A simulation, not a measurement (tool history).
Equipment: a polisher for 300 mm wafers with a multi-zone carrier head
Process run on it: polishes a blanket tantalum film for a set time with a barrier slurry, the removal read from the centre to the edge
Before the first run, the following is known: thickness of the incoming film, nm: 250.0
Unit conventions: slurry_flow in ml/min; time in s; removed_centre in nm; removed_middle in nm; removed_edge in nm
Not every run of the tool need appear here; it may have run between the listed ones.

{"run": 1, "hour": 0.0, "slurry_flow": 125, "centre_zone": 1.0, "middle_zone": 1.0, "edge_zone": 1.0, "slurry_solids": 1.0, "time": 88, "removed_centre": 71.5, "removed_middle": 70.889, "removed_edge": 72.235}
{"run": 2, "hour": 1.5, "slurry_flow": 115, "centre_zone": 1.01, "middle_zone": 0.99, "edge_zone": 0.95, "slurry_solids": 0.95, "time": 88, "removed_centre": 68.925, "removed_middle": 68.612, "removed_edge": 69.472}
{"run": 3, "hour": 5.4, "slurry_flow": 115, "centre_zone": 1.01, "middle_zone": 0.99, "edge_zone": 0.95, "slurry_solids": 0.95, "time": 107, "removed_centre": 84.217, "removed_middle": 83.534, "removed_edge": 84.015}
{"run": 4, "hour": 10.0, "slurry_flow": 120, "centre_zone": 1.03, "middle_zone": 0.98, "edge_zone": 0.92, "slurry_solids": 0.8, "time": 102, "removed_centre": 78.818, "removed_middle": 75.386, "removed_edge": 75.756}
{"run": 5, "hour": 14.2, "slurry_flow": 120, "centre_zone": 1.04, "middle_zone": 0.97, "edge_zone": 0.89, "slurry_solids": 0.7, "time": 99, "removed_centre": 72.822, "removed_middle": 70.108, "removed_edge": 69.225}
{"hour": 15.6, "done": "slurry nozzle cleaned"}
{"run": 6, "hour": 15.6, "slurry_flow": 115, "centre_zone": 1.05, "middle_zone": 0.96, "edge_zone": 0.87, "slurry_solids": 0.65, "time": 99, "removed_centre": 79.557, "removed_middle": 72.267, "removed_edge": 70.722}

For run 7, what comes out?
{"run": 7, "hour": 19.4, "slurry_flow": 115, "centre_zone": 1.03, "middle_zone": 0.95, "edge_zone": 0.86, "slurry_solids": 0.6, "time": 95, "removed_centre": "?", "removed_middle": "?", "removed_edge": "?"}

{"run 7": {"removed_centre": 71.167, "removed_middle": 68.284, "removed_edge": 65.114}}
